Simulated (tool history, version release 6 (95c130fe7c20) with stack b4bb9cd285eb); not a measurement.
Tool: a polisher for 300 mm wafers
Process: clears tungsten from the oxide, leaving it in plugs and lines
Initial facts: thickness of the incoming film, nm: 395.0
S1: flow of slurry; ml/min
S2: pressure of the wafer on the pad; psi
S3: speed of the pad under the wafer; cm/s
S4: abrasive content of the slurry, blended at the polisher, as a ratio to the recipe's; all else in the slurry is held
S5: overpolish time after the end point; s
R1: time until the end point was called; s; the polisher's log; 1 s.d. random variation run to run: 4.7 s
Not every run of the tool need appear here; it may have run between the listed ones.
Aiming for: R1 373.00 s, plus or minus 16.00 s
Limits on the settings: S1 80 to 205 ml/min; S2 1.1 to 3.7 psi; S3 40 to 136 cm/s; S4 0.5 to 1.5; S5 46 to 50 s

run  hour   S1   S2  S3   S4  S5      R1
  1   0.0  135  2.4  88  1.0  46  185.47
  2   3.8  130  2.0  84  1.0  46  226.52
  3   8.8  130  1.7  80  1.0  46  272.09
  4  14.1  130  1.7  94  1.0  46  236.57
  5  16.8  130  1.7  94  1.0  46  237.73
  6  24.5  130  1.5  88  1.0  46  276.57
  7  26.1  120  1.1  76  1.0  46  403.29
  8  27.9  125  1.1  76  1.0  46  395.53
  9  32.6  130  1.1  76  1.0  46  404.31

Which single option among these 4 for the next run brings every result within its allowed miss of target? Just one does.
  A  37.3  160  1.1  68  1.2  46   ?
  B  37.3  150  1.1  90  0.9  50   ?
  C  37.3  140  1.4  74  1.0  50   ?
  D  37.3  150  1.2  70  1.2  47   ?

move      R1
   A  409.32
   B  338.16
   C  340.48
   D  379.12
A: the biggest miss grows against the last run
B: the result that was furthest off in the last run now lies on the other side of its target
C: the result that was furthest off in the last run now lies on the other side of its target
D: all results in spec
Move D is the one to make.
